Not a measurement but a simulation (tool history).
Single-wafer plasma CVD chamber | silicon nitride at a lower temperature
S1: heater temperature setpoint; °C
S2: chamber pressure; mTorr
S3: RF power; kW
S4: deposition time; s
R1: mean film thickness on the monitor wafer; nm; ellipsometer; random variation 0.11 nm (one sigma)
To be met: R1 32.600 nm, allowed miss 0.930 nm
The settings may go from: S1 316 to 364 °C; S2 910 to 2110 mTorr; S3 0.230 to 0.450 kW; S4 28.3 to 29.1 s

run,day,S1,S2,S3,S4,R1
1,0.000,340,1510,0.340,28.3,36.522
2,0.358,340,1430,0.335,28.3,35.768
3,0.571,333,1430,0.335,28.3,35.815
4,0.892,333,1370,0.330,28.3,35.018
5,1.171,333,1320,0.325,28.3,34.034
6,1.279,333,1560,0.325,28.3,35.857
7,1.317,333,1490,0.320,28.3,35.014
8,1.517,333,1490,0.320,28.3,34.949
9,1.796,333,1440,0.315,28.3,34.078

5 next moves are on the table. One of them brings every result within its allowed miss. Which?
A,2.075,334,1370,0.290,28.3,?
B,2.075,336,1530,0.275,28.8,?
C,2.075,330,1220,0.300,29.1,?
D,2.075,336,1090,0.300,28.3,?
E,2.075,327,1450,0.335,28.3,?

move,R1
A,31.311
B,31.154
C,32.257
D,30.414
E,36.095
A: takes the result that was furthest off past its target
B: takes the result that was furthest off past its target
C: meets every target
D: takes the result that was furthest off past its target
E: further off than the last run
The right move is C.
